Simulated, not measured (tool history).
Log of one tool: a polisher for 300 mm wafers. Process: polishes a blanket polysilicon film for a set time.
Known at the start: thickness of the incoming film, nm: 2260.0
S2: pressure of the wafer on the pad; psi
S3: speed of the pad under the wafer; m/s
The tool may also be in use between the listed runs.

{"run": 1, "hour": 0.0, "flow of slurry (ml/min)": 255, "S2": 2.7, "S3": 1.26, "polishing time (s)": 37, "film removed (nm)": 331.17}
{"run": 2, "hour": 2.1, "flow of slurry (ml/min)": 255, "S2": 2.4, "S3": 1.18, "polishing time (s)": 37, "film removed (nm)": 280.47}
{"run": 3, "hour": 8.3, "flow of slurry (ml/min)": 255, "S2": 2.2, "S3": 1.18, "polishing time (s)": 37, "film removed (nm)": 259.84}
{"run": 4, "hour": 10.6, "flow of slurry (ml/min)": 255, "S2": 2.2, "S3": 1.18, "polishing time (s)": 33, "film removed (nm)": 231.68}
{"run": 5, "hour": 16.0, "flow of slurry (ml/min)": 255, "S2": 2, "S3": 1.16, "polishing time (s)": 33, "film removed (nm)": 208.05}
{"run": 6, "hour": 20.7, "flow of slurry (ml/min)": 255, "S2": 2, "S3": 1.16, "polishing time (s)": 37, "film removed (nm)": 234.1}
{"run": 7, "hour": 25.7, "flow of slurry (ml/min)": 255, "S2": 1.8, "S3": 1.12, "polishing time (s)": 37, "film removed (nm)": 210.26}

The next listed run, before its measurement:
{"run": 8, "hour": 26.6, "flow of slurry (ml/min)": 255, "S2": 1.7, "S3": 1.08, "polishing time (s)": 37, "film removed (nm)": "?"}

film removed (nm): 192.44
